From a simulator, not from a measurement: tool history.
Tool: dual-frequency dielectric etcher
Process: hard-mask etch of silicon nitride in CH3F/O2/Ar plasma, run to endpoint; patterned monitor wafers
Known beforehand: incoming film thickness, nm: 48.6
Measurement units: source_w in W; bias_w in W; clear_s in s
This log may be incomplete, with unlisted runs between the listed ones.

Run 1, hour 0: source_w 420 W, bias_w 71 W. Result: clear_s 71.352 s.
Run 2, hour 2.8: source_w 440 W, bias_w 72 W. Result: clear_s 69.463 s.
Run 3, hour 6.8: source_w 450 W, bias_w 73 W. Result: clear_s 68.968 s.
Run 4, hour 13.1: source_w 460 W, bias_w 74 W. Result: clear_s 69.161 s.
Run 5, hour 20.3: source_w 470 W, bias_w 77 W. Result: clear_s 66.097 s.
Run 6, hour 28: source_w 420 W, bias_w 77 W. Result: clear_s 69.971 s.
Run 7, hour 36: source_w 430 W, bias_w 78 W. Result: clear_s 69.966 s.

Run 8, settings as shown, results not yet in. Your forecast:
Run 8, hour 41: source_w 440 W, bias_w 79 W. Result: clear_s ?.

{"run 8": {"clear_s": 67.943}}

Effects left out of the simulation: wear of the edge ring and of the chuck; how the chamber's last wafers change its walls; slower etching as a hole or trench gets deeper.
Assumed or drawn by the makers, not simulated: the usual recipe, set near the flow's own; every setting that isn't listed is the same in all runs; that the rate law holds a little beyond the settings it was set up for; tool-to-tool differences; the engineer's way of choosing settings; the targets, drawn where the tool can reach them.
